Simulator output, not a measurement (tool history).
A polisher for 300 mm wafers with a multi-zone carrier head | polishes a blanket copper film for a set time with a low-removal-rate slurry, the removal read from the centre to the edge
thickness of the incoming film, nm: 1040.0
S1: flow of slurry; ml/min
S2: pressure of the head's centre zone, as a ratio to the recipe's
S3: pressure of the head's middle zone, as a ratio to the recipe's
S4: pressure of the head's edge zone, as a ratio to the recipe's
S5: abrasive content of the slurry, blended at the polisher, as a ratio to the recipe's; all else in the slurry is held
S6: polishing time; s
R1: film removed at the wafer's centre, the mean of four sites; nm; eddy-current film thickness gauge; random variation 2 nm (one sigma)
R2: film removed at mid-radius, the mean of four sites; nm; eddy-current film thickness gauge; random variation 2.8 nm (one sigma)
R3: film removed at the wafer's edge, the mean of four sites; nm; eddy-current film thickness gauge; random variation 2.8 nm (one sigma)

Run 1, hour 0: S1 265 ml/min, S2 1, S3 1, S4 1, S5 1, S6 61 s. Result: R1 163.66 nm, R2 154.82 nm, R3 156.74 nm.
Run 2, hour 1.3: S1 270 ml/min, S2 1.03, S3 1, S4 1.03, S5 1.1, S6 63 s. Result: R1 176.52 nm, R2 159.56 nm, R3 171.4 nm.
Run 3, hour 10.2: S1 280 ml/min, S2 1.06, S3 1.01, S4 1.03, S5 1.15, S6 65 s. Result: R1 188.92 nm, R2 170.48 nm, R3 173.25 nm.
Run 4, hour 17.5: S1 280 ml/min, S2 1.06, S3 1.01, S4 1.03, S5 1.15, S6 52 s. Result: R1 152.75 nm, R2 138.83 nm, R3 139.06 nm.
Run 5, hour 22.4: S1 280 ml/min, S2 1.06, S3 0.94, S4 1.03, S5 1.15, S6 52 s. Result: R1 152.66 nm, R2 130.81 nm, R3 138.93 nm.
Run 6, hour 25.6: S1 285 ml/min, S2 1.08, S3 0.94, S4 1.04, S5 1.2, S6 56 s. Result: R1 166.3 nm, R2 141.25 nm, R3 152.38 nm.

Run 7 comes next. What will it give?
Run 7, hour 30.5: S1 290 ml/min, S2 1.1, S3 0.94, S4 1.04, S5 1.25, S6 60 s. Result: R1 ?, R2 ?, R3 ?.

R1: 183.15 nm
R2: 151.7 nm
R3: 163.78 nm
